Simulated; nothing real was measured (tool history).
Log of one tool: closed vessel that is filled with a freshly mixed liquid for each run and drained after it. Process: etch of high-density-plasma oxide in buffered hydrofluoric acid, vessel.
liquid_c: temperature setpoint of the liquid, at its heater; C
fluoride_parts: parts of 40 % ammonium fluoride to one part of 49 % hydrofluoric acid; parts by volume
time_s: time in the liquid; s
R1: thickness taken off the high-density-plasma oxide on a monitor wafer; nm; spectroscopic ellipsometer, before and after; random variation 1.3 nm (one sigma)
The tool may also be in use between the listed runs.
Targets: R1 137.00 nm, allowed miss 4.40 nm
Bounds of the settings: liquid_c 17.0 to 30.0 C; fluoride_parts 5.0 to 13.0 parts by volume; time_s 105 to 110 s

Run 1, hour 0.0: liquid_c 22.0 C, fluoride_parts 8.0 parts by volume, time_s 105 s. Result: R1 162.45 nm.
Run 2, hour 9.2: liquid_c 21.0 C, fluoride_parts 8.0 parts by volume, time_s 105 s. Result: R1 156.27 nm.
Run 3, hour 11.1: liquid_c 20.0 C, fluoride_parts 8.0 parts by volume, time_s 105 s. Result: R1 148.15 nm.
Run 4, hour 15.9: liquid_c 22.0 C, fluoride_parts 8.0 parts by volume, time_s 105 s. Result: R1 165.67 nm.
Run 5, hour 18.7: liquid_c 22.0 C, fluoride_parts 9.0 parts by volume, time_s 105 s. Result: R1 146.40 nm.
Run 6, hour 24.0: liquid_c 19.0 C, fluoride_parts 9.0 parts by volume, time_s 105 s. Result: R1 121.93 nm.
Run 7, hour 27.8: liquid_c 19.5 C, fluoride_parts 9.0 parts by volume, time_s 105 s. Result: R1 128.10 nm.
Run 8, hour 36.9: liquid_c 20.0 C, fluoride_parts 9.0 parts by volume, time_s 105 s. Result: R1 130.39 nm.

5 next moves are on the table. One of them brings every result within its allowed miss. Which?
Run A, hour 46.0: liquid_c 18.5 C, fluoride_parts 7.5 parts by volume, time_s 110 s. Result: R1 ?.
Run B, hour 46.0: liquid_c 19.5 C, fluoride_parts 8.0 parts by volume, time_s 110 s. Result: R1 ?.
Run C, hour 46.0: liquid_c 22.0 C, fluoride_parts 9.0 parts by volume, time_s 110 s. Result: R1 ?.
Run D, hour 46.0: liquid_c 20.0 C, fluoride_parts 8.5 parts by volume, time_s 105 s. Result: R1 ?.
Run E, hour 46.0: liquid_c 20.0 C, fluoride_parts 8.0 parts by volume, time_s 105 s. Result: R1 ?.

move      R1
   A  154.35
   B  152.27
   C  154.01
   D  139.97
   E  149.48
A: takes the result that was furthest off past its target
B: takes the result that was furthest off past its target
C: takes the result that was furthest off past its target
D: meets every target
E: takes the result that was furthest off past its target
Answer: D

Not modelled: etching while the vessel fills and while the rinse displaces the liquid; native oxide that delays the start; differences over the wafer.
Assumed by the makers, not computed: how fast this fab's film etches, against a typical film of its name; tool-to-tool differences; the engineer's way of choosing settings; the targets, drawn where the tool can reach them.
